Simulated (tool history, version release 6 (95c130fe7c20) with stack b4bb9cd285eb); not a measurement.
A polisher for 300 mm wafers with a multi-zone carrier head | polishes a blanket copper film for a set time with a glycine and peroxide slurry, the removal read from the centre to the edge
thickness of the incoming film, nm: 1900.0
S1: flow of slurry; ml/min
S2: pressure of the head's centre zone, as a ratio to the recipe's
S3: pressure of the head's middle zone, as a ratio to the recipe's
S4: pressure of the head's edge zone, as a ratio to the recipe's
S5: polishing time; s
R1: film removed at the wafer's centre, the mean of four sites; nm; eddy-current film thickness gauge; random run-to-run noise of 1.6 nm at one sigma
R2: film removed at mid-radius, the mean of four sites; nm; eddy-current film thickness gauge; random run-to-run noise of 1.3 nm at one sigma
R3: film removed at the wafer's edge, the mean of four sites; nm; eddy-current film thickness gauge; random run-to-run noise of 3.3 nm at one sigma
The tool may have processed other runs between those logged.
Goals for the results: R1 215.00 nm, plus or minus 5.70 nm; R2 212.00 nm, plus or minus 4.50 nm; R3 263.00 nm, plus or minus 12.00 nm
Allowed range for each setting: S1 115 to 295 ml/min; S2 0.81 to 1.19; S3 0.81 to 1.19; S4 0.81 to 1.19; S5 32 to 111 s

Run 1, hour 0.0: S1 190 ml/min, S2 1.00, S3 1.00, S4 1.00, S5 71 s. Result: R1 361.79 nm, R2 359.03 nm, R3 367.67 nm.
Run 2, hour 8.4: S1 175 ml/min, S2 0.96, S3 0.94, S4 1.00, S5 64 s. Result: R1 306.78 nm, R2 303.46 nm, R3 323.05 nm.
Run 3, hour 9.6: S1 215 ml/min, S2 0.96, S3 0.94, S4 1.00, S5 64 s. Result: R1 311.69 nm, R2 309.26 nm, R3 329.65 nm.
Run 4, hour 13.8: S1 205 ml/min, S2 0.93, S3 0.90, S4 1.03, S5 59 s. Result: R1 278.16 nm, R2 278.78 nm, R3 309.63 nm.
Run 5, hour 16.0: S1 190 ml/min, S2 0.92, S3 0.87, S4 1.05, S5 55 s. Result: R1 258.17 nm, R2 250.68 nm, R3 288.75 nm.
Run 6, hour 19.9: S1 190 ml/min, S2 0.92, S3 0.87, S4 1.13, S5 55 s. Result: R1 256.59 nm, R2 251.66 nm, R3 297.42 nm.
Run 7, hour 28.6: S1 140 ml/min, S2 0.85, S3 0.81, S4 1.07, S5 49 s. Result: R1 201.65 nm, R2 202.96 nm, R3 252.87 nm.
Run 8, hour 36.3: S1 150 ml/min, S2 0.86, S3 0.81, S4 1.08, S5 49 s. Result: R1 205.24 nm, R2 207.61 nm, R3 255.97 nm.
Run 9, hour 43.1: S1 155 ml/min, S2 0.87, S3 0.81, S4 1.09, S5 49 s. Result: R1 207.88 nm, R2 205.01 nm, R3 256.90 nm.
Run 10, hour 45.3: S1 160 ml/min, S2 0.87, S3 0.81, S4 1.09, S5 49 s. Result: R1 210.06 nm, R2 206.83 nm, R3 262.56 nm.

Of the 5 settings listed for the next run, only one would bring every result within its allowed miss of target. Which one?
Run A, hour 47.5: S1 120 ml/min, S2 0.90, S3 0.84, S4 1.14, S5 51 s. Result: R1 ?, R2 ?, R3 ?.
Run B, hour 47.5: S1 115 ml/min, S2 0.88, S3 0.87, S4 1.09, S5 52 s. Result: R1 ?, R2 ?, R3 ?.
Run C, hour 47.5: S1 140 ml/min, S2 0.81, S3 0.81, S4 1.08, S5 51 s. Result: R1 ?, R2 ?, R3 ?.
Run D, hour 47.5: S1 185 ml/min, S2 0.84, S3 0.83, S4 1.14, S5 48 s. Result: R1 ?, R2 ?, R3 ?.
Run E, hour 47.5: S1 150 ml/min, S2 0.81, S3 0.82, S4 1.04, S5 52 s. Result: R1 ?, R2 ?, R3 ?.

move      R1      R2      R3
   A  215.14  211.68  259.62
   B  212.89  219.89  257.44
   C  198.49  211.21  256.83
   D  202.11  209.86  255.20
   E  204.62  219.36  258.77
A: in spec on every target
B: takes the result that was furthest off past its target
C: brings the result that was furthest off to its target, and leaves another outside
D: brings the result that was furthest off to its target, and leaves another outside
E: takes the result that was furthest off past its target
The right move is A.
